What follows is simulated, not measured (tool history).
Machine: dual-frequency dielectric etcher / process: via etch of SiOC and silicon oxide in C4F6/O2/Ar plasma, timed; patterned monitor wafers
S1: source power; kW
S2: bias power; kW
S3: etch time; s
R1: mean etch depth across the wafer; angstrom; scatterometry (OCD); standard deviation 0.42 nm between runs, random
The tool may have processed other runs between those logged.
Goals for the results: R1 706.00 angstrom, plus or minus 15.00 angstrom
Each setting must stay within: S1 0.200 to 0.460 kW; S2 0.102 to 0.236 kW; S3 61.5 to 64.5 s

| run | hour | S1 | S2 | S3 | R1 |
|---|---|---|---|---|---|
| 1 | 0.0 | 0.330 | 0.169 | 61.5 | 649.99 |
| 2 | 5.5 | 0.340 | 0.171 | 61.5 | 658.13 |
| 3 | 12.6 | 0.280 | 0.171 | 61.5 | 614.37 |
| 4 | 13.2 | 0.310 | 0.171 | 61.5 | 635.28 |
| 5 | 18.8 | 0.310 | 0.171 | 64.5 | 664.37 |
| 6 | 19.8 | 0.320 | 0.172 | 64.5 | 668.39 |
| 7 | 26.9 | 0.330 | 0.173 | 64.5 | 679.08 |
| 8 | 35.1 | 0.340 | 0.174 | 64.5 | 689.49 |
| 9 | 35.6 | 0.340 | 0.174 | 64.5 | 688.52 |

Next run, 5 choices. One meets every target within its allowed miss, the rest don't. Which?
| A | 36.1 | 0.330 | 0.174 | 61.5 | ? |
| B | 36.1 | 0.360 | 0.198 | 62.5 | ? |
| C | 36.1 | 0.350 | 0.152 | 64.0 | ? |
| D | 36.1 | 0.330 | 0.169 | 63.5 | ? |
| E | 36.1 | 0.350 | 0.174 | 61.5 | ? |

| move | R1 |
|---|---|
| A | 651.93 |
| B | 704.32 |
| C | 670.88 |
| D | 668.49 |
| E | 665.12 |
A: further off than the last run
B: hits every target within its allowed miss
C: further off than the last run
D: further off than the last run
E: further off than the last run
The move that meets every target is B.

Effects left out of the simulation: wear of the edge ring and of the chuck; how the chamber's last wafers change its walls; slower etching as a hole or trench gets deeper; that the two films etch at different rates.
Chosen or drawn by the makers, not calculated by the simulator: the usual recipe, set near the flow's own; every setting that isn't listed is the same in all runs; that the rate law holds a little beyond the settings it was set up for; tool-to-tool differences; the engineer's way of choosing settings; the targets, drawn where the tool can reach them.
